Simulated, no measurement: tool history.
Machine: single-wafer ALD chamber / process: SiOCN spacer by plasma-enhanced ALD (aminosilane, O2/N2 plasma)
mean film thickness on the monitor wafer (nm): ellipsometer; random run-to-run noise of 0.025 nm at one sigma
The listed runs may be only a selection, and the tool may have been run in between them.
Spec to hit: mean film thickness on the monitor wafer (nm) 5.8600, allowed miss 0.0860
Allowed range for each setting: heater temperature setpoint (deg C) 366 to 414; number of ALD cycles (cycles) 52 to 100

run,hour,heater temperature setpoint (deg C),number of ALD cycles (cycles),mean film thickness on the monitor wafer (nm)
1,0.0,390,76,4.7902
2,1.9,400,76,4.7887
3,2.6,400,67,4.2330
4,10.0,393,67,4.1957
5,18.9,393,73,4.5717
6,22.9,393,62,3.9105
7,26.1,393,74,4.6498
8,30.7,393,78,4.9144
9,33.4,393,81,5.0847
10,41.3,393,84,5.2861
11,43.7,393,86,5.4171
12,47.0,393,88,5.5638
13,55.7,393,89,5.6056
14,64.1,393,90,5.7215
15,70.4,393,91,5.7732

Which of these 4 next moves meets every target?
A,76.7,391,95,?
B,76.7,391,93,?
C,76.7,406,97,?
D,76.7,390,96,?

move,mean film thickness on the monitor wafer (nm)
A,6.0277
B,5.9008
C,6.0792
D,6.0911
A: takes the biggest miss from the last run beyond its target
B: in spec on every target
C: takes the biggest miss from the last run beyond its target
D: takes the biggest miss from the last run beyond its target
So the answer is move B, the one that meets all the targets.
